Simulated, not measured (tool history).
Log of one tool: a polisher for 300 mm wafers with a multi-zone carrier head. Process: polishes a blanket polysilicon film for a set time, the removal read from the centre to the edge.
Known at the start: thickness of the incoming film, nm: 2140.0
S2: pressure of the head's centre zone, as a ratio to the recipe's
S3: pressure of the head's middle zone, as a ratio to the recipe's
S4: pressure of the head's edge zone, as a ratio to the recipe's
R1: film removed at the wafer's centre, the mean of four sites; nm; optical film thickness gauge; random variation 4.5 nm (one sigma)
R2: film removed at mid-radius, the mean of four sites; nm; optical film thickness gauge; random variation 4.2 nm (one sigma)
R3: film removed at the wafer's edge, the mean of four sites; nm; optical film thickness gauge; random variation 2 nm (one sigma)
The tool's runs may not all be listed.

{"run": 1, "hour": 0.0, "flow of slurry (ml/min)": 235, "S2": 1.0, "S3": 1.0, "S4": 1.0, "polishing time (s)": 46, "R1": 329.66, "R2": 325.69, "R3": 327.74}
{"run": 2, "hour": 3.9, "flow of slurry (ml/min)": 235, "S2": 0.97, "S3": 1.0, "S4": 1.0, "polishing time (s)": 46, "R1": 319.44, "R2": 338.8, "R3": 330.71}
{"run": 3, "hour": 10.5, "flow of slurry (ml/min)": 235, "S2": 0.97, "S3": 0.97, "S4": 1.0, "polishing time (s)": 46, "R1": 323.29, "R2": 322.58, "R3": 323.73}
{"run": 4, "hour": 18.1, "flow of slurry (ml/min)": 235, "S2": 0.97, "S3": 0.97, "S4": 1.0, "polishing time (s)": 54, "R1": 378.24, "R2": 391.89, "R3": 385.89}
{"run": 5, "hour": 24.8, "flow of slurry (ml/min)": 190, "S2": 0.97, "S3": 0.97, "S4": 1.0, "polishing time (s)": 54, "R1": 364.26, "R2": 359.28, "R3": 378.95}
{"run": 6, "hour": 30.6, "flow of slurry (ml/min)": 190, "S2": 0.97, "S3": 0.97, "S4": 1.05, "polishing time (s)": 54, "R1": 368.7, "R2": 366.97, "R3": 385.34}
{"run": 7, "hour": 33.5, "flow of slurry (ml/min)": 215, "S2": 1.01, "S3": 0.97, "S4": 1.01, "polishing time (s)": 50, "R1": 348.94, "R2": 340.35, "R3": 355.84}

Run 8 comes next. What will it give?
{"run": 8, "hour": 42.3, "flow of slurry (ml/min)": 255, "S2": 1.06, "S3": 0.96, "S4": 0.96, "polishing time (s)": 47, "R1": "?", "R2": "?", "R3": "?"}

{"run 8": {"R1": 360.44, "R2": 333.95, "R3": 330.74}}
